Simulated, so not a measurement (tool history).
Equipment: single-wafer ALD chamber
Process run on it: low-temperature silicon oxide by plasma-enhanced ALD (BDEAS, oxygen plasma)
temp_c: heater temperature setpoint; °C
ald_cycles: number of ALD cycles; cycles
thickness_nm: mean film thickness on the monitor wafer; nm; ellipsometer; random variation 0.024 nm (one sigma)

run	hour	temp_c	ald_cycles	thickness_nm
1	0.0	115	39	5.5455
2	1.8	122	39	5.5056
3	8.9	122	34	4.7444
4	13.0	122	39	5.4509
5	20.5	123	37	5.2139
6	21.4	123	35	4.8582

Run 7 has not been measured yet. What should we expect?
7	24.1	123	34	?

Run 7 measured thickness_nm 4.7205 nm.
